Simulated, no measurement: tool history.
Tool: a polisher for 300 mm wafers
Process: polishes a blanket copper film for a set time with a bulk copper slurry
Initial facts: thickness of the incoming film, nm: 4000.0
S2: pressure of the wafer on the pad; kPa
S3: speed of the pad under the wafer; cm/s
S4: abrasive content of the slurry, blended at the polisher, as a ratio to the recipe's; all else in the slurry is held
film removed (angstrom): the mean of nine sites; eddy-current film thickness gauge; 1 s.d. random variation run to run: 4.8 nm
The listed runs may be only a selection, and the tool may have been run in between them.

run 1 hour=0 | flow_of_slurry_(ml/min)=240 S2=18.6 S3=108 S4=1 polishing_time_(s)=108 | film_removed_(angstrom)=8607.8
run 2 hour=6.7 | flow_of_slurry_(ml/min)=265 S2=18.6 S3=108 S4=1 polishing_time_(s)=108 | film_removed_(angstrom)=8663.7
run 3 hour=7.4 | flow_of_slurry_(ml/min)=265 S2=17.2 S3=108 S4=1 polishing_time_(s)=108 | film_removed_(angstrom)=8052.9
run 4 hour=13.2 | flow_of_slurry_(ml/min)=265 S2=15.9 S3=108 S4=1 polishing_time_(s)=108 | film_removed_(angstrom)=7421
run 5 hour=20.4 | flow_of_slurry_(ml/min)=265 S2=19.3 S3=108 S4=1 polishing_time_(s)=108 | film_removed_(angstrom)=8906.8
run 6 hour=27.3 | flow_of_slurry_(ml/min)=265 S2=17.2 S3=108 S4=1 polishing_time_(s)=108 | film_removed_(angstrom)=8085.7
run 7 hour=28.1 | flow_of_slurry_(ml/min)=265 S2=15.9 S3=108 S4=1 polishing_time_(s)=108 | film_removed_(angstrom)=7433.9
run 8 hour=35.4 | flow_of_slurry_(ml/min)=265 S2=15.2 S3=108 S4=1 polishing_time_(s)=108 | film_removed_(angstrom)=7059.2

Expected results for the next run?
run 9 hour=36 | flow_of_slurry_(ml/min)=265 S2=14.5 S3=108 S4=1 polishing_time_(s)=108 | film_removed_(angstrom)=?

{"run 9": {"film removed (angstrom)": 6862.5}}

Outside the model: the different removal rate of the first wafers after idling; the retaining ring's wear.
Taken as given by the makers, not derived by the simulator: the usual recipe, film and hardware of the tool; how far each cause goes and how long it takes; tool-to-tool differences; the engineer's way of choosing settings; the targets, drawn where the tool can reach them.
